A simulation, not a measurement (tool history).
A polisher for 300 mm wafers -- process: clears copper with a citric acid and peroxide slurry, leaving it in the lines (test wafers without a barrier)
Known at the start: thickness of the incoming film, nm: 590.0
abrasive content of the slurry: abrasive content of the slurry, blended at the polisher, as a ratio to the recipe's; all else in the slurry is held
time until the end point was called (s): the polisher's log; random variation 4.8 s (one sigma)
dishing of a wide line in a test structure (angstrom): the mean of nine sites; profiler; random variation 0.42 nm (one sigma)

run	hour	flow of slurry (ml/min)	pressure of the wafer on the pad (psi)	speed of the pad under the wafer (m/s)	abrasive content of the slurry	overpolish time after the end point (s)	time until the end point was called (s)	dishing of a wide line in a test structure (angstrom)
1	0.0	235	4.2	1.26	1.00	24	135.62	576.29
2	2.0	185	4.2	1.26	1.00	24	138.63	537.26
3	8.2	185	4.2	1.08	1.00	24	158.84	493.99
4	9.7	185	4.2	1.08	1.00	28	162.75	534.45
5	12.4	170	3.6	1.04	1.05	22	185.91	400.01
6	14.9	170	4.0	1.04	1.05	22	174.48	439.28
7	15.7	160	3.4	1.08	0.95	17	197.31	323.52

Run 8 has not been measured yet. What should we expect?
8	16.4	155	3.1	1.08	0.95	14	?	?

For run 8 the tool returned time until the end point was called (s) 223.41, dishing of a wide line in a test structure (angstrom) 248.84.
